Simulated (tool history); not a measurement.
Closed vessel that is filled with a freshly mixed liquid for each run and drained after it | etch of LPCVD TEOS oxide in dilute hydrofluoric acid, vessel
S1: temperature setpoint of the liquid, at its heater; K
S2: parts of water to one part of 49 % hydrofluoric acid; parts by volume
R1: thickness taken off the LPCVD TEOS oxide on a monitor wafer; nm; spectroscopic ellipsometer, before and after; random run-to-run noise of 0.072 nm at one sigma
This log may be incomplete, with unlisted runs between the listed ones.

{"run": 1, "hour": 0.0, "S1": 296.15, "S2": 55, "time in the liquid (s)": 50, "R1": 17.88}
{"run": 2, "hour": 7.3, "S1": 294.15, "S2": 65, "time in the liquid (s)": 50, "R1": 13.727}
{"run": 3, "hour": 10.2, "S1": 294.15, "S2": 85, "time in the liquid (s)": 50, "R1": 10.236}
{"run": 4, "hour": 11.8, "S1": 294.15, "S2": 85, "time in the liquid (s)": 50, "R1": 10.279}
{"run": 5, "hour": 19.6, "S1": 293.15, "S2": 85, "time in the liquid (s)": 50, "R1": 9.9348}
{"run": 6, "hour": 23.9, "S1": 292.15, "S2": 90, "time in the liquid (s)": 50, "R1": 8.8532}
{"run": 7, "hour": 28.0, "S1": 291.65, "S2": 90, "time in the liquid (s)": 50, "R1": 8.7377}
{"run": 8, "hour": 31.7, "S1": 291.15, "S2": 90, "time in the liquid (s)": 50, "R1": 8.518}

The next listed run, before its measurement:
{"run": 9, "hour": 35.7, "S1": 290.65, "S2": 90, "time in the liquid (s)": 50, "R1": "?"}

Run 9 came out at R1 8.4007 nm.

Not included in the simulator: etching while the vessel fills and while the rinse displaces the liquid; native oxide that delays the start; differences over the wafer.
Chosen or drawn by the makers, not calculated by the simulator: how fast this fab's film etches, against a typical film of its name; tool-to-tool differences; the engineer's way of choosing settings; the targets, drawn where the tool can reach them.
